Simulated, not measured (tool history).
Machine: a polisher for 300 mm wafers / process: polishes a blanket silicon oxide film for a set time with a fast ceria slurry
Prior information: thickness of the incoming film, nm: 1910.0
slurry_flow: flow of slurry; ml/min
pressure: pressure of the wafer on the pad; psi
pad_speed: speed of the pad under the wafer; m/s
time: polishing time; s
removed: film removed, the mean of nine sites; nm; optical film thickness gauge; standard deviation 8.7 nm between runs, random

| run | day | slurry_flow | pressure | pad_speed | time | removed |
|---|---|---|---|---|---|---|
| 1 | 0.000 | 195 | 3.2 | 1.02 | 24 | 361.65 |
| 2 | 0.121 | 195 | 3.6 | 1.02 | 24 | 407.81 |
| 3 | 0.225 | 195 | 3.6 | 1.24 | 24 | 478.53 |
| 4 | 0.367 | 195 | 3.8 | 1.24 | 24 | 504.98 |
| 5 | 0.454 | 155 | 3.8 | 1.24 | 24 | 488.94 |
|  | 0.575 | worn pad replaced by a new one |
| 6 | 0.575 | 155 | 3.8 | 1.04 | 24 | 465.96 |

Run 7 comes next. What will it give?
| 7 | 0.692 | 155 | 4.0 | 1.04 | 24 | ? |

Logged for run 7: removed 500.01 nm.

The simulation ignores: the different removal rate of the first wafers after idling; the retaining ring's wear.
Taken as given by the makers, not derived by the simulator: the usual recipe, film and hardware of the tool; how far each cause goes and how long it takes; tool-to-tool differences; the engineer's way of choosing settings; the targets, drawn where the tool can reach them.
